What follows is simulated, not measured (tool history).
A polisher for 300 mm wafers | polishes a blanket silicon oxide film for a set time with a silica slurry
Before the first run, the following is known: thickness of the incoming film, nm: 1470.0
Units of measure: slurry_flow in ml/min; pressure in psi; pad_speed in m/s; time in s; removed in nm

run  hour  slurry_flow  pressure  pad_speed  slurry_solids  time  removed
  1     0          245         5       1.32              1    54   236.08
  2   3.5          245         5       1.32            0.8    54   198.51
  3   5.5          200         5       1.32            0.8    54   199.92
  4   6.5          200       6.3       1.32            0.8    54   233.41
  5  15.1          200       6.5       1.36            0.8    54   237.13
  6  18.1          200       6.5       1.16            0.8    54   215.62
  7  19.3          200       6.7       1.22            0.8    54   229.76
  8  25.4          200       6.9       1.28            0.8    54   243.18
  9  30.2          200       7.1       1.32            0.8    54   250.96
 10  38.9          200       7.2       1.38            0.8    54   267.99
 11  45.6          200       7.3       1.42            0.8    54   268.78
 12  53.7          200       7.4       1.46            0.8    54   289.31
 13  54.9          200       7.5       1.48            0.8    54   296.61
 14  59.5          200       7.6        1.5            0.8    54   294.93
 15    61          200       7.6       1.52            0.8    54   297.51
 16  62.1          200       7.6       1.54            0.8    54   301.94

For run 17, what comes out?
 17  69.1          200       7.6       1.56            0.8    54        ?

Run 17 measured removed 303.45 nm.
